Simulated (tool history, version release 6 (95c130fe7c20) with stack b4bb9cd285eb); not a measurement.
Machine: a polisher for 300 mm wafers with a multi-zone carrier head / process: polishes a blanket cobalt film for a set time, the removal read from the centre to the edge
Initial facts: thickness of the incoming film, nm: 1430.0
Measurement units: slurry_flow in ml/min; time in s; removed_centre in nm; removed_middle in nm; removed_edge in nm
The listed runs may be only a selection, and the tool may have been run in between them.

run,day,slurry_flow,centre_zone,middle_zone,edge_zone,time,removed_centre,removed_middle,removed_edge
1,0.000,205,1.00,1.00,1.00,42,244.10,248.84,244.84
2,0.242,160,1.00,1.00,1.00,42,229.18,236.60,234.73
3,0.346,150,0.95,0.95,0.98,36,185.24,193.61,195.38
4,0.408,150,0.95,0.95,0.94,36,184.12,194.80,193.08
5,0.533,150,0.95,0.95,1.02,36,184.66,192.41,197.70
6,0.833,150,0.95,0.95,1.06,36,185.21,192.46,200.73
7,0.983,145,0.91,0.92,1.06,32,153.06,164.51,177.89

What will run 8 give?
8,1.108,140,0.89,0.89,1.03,30,?,?,?

{"run 8": {"removed_centre": 141.68, "removed_middle": 150.04, "removed_edge": 164.15}}
